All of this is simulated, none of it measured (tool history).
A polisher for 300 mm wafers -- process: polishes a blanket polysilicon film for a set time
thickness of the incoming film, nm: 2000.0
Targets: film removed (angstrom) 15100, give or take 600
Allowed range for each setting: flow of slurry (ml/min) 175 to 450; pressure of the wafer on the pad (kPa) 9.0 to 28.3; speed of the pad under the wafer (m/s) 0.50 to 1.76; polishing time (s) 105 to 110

| run | hour | flow of slurry (ml/min) | pressure of the wafer on the pad (kPa) | speed of the pad under the wafer (m/s) | polishing time (s) | film removed (angstrom) |
|---|---|---|---|---|---|---|
| 1 | 0.0 | 290 | 18.6 | 1.12 | 105 | 10970 |
| 2 | 8.0 | 290 | 18.6 | 1.32 | 105 | 12609 |
| 3 | 15.1 | 220 | 18.6 | 1.32 | 105 | 11997 |
| 4 | 18.4 | 230 | 19.3 | 1.32 | 105 | 12816 |
| 5 | 24.7 | 230 | 19.3 | 1.32 | 105 | 12714 |
| 6 | 28.5 | 235 | 20.0 | 1.32 | 105 | 13424 |
| 7 | 33.3 | 240 | 20.0 | 1.32 | 105 | 13051 |
| 8 | 39.2 | 245 | 20.7 | 1.32 | 105 | 13841 |
| 9 | 47.6 | 250 | 20.7 | 1.32 | 105 | 14026 |
| 10 | 51.9 | 255 | 20.7 | 1.32 | 105 | 13801 |
| 11 | 58.8 | 260 | 21.4 | 1.32 | 105 | 14300 |

Consider the 5 candidate settings below. Which is the only one whose results all fall within their allowed miss of target?
| A | 65.7 | 270 | 24.8 | 0.90 | 110 | ? |
| B | 65.7 | 265 | 23.4 | 1.22 | 107 | ? |
| C | 65.7 | 175 | 19.3 | 1.32 | 106 | ? |
| D | 65.7 | 295 | 18.6 | 1.40 | 108 | ? |
| E | 65.7 | 175 | 19.3 | 1.50 | 105 | ? |

| move | film removed (angstrom) |
|---|---|
| A | 13018 |
| B | 14903 |
| C | 12300 |
| D | 13499 |
| E | 13462 |
A: lands further from the targets than the last run did
B: every result lands within tolerance
C: lands further from the targets than the last run did
D: lands further from the targets than the last run did
E: lands further from the targets than the last run did
B meets every target.
